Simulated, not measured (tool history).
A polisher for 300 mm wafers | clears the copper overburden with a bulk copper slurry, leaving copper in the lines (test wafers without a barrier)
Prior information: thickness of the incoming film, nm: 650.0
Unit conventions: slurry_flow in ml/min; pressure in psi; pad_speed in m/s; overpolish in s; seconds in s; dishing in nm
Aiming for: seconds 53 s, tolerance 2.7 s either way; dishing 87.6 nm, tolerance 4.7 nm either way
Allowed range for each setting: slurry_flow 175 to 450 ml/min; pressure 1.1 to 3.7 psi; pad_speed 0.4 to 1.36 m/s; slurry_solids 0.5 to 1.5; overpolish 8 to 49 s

run,hour,slurry_flow,pressure,pad_speed,slurry_solids,overpolish,seconds,dishing
1,0,290,2.4,0.88,1,25,78.766,83.145
2,1.6,290,2.6,0.9,1,23,72.058,83.892
3,9.8,290,2.6,0.9,1,27,72.568,93.114
4,15.5,290,2.7,0.92,1,24,70.619,90.777
5,20.1,290,3,0.92,1,24,63.832,92.903
6,22.6,290,3.1,0.92,1,22,61.514,92.326
7,26.8,290,3.4,0.96,1,12,55.492,74.188
8,33.6,290,3.4,0.96,1,13,53.204,76.899
9,36.6,290,3.4,0.96,1,14,55.352,78.501
10,42.2,290,3.4,0.96,1,15,54.084,83.676

4 next moves are on the table. One of them brings every result within its allowed miss. Which?
A,47.8,275,3.7,0.82,1,17,?,?
B,47.8,325,3.2,1.06,0.85,17,?,?
C,47.8,295,3.6,0.94,1.05,13,?,?
D,47.8,310,3.2,1.12,0.75,12,?,?

move,seconds,dishing
A,59.779,84.96
B,53.405,87.774
C,52.678,78.796
D,52.062,74.969
A: brings the last run's worst result on target, with another outside its allowed miss
B: every result lands within tolerance
C: its largest miss is bigger than the last run's
D: its largest miss is bigger than the last run's
Go with B: it meets all targets.
